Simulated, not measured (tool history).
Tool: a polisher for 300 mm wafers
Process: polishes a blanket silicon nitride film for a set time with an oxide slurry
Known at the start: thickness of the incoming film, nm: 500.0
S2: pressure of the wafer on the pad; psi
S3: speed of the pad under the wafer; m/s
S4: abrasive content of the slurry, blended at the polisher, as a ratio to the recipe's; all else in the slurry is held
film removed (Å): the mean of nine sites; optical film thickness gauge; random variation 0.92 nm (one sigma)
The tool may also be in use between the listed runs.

Run 1, hour 0: flow of slurry (ml/min) 305, S2 4.6 psi, S3 1.1 m/s, S4 1, polishing time (s) 53. Result: film removed (Å) 425.62.
Run 2, hour 3: flow of slurry (ml/min) 375, S2 4.6 psi, S3 1.1 m/s, S4 1, polishing time (s) 53. Result: film removed (Å) 431.14.
Run 3, hour 4.3: flow of slurry (ml/min) 375, S2 5.3 psi, S3 1.12 m/s, S4 1, polishing time (s) 53. Result: film removed (Å) 499.46.
Run 4, hour 10.7: flow of slurry (ml/min) 375, S2 5.8 psi, S3 1.14 m/s, S4 1, polishing time (s) 53. Result: film removed (Å) 543.
Run 5, hour 16.6: flow of slurry (ml/min) 375, S2 6.2 psi, S3 1.18 m/s, S4 1, polishing time (s) 53. Result: film removed (Å) 614.43.
Run 6, hour 22.6: flow of slurry (ml/min) 375, S2 5.5 psi, S3 1.18 m/s, S4 1, polishing time (s) 53. Result: film removed (Å) 550.44.
Run 7, hour 24.4: flow of slurry (ml/min) 375, S2 6 psi, S3 1.2 m/s, S4 1, polishing time (s) 53. Result: film removed (Å) 603.04.

Forecast run 8:
Run 8, hour 31.8: flow of slurry (ml/min) 375, S2 6.3 psi, S3 1.22 m/s, S4 1, polishing time (s) 53. Result: film removed (Å) ?.

Run 8 gave film removed (Å) 630.36.
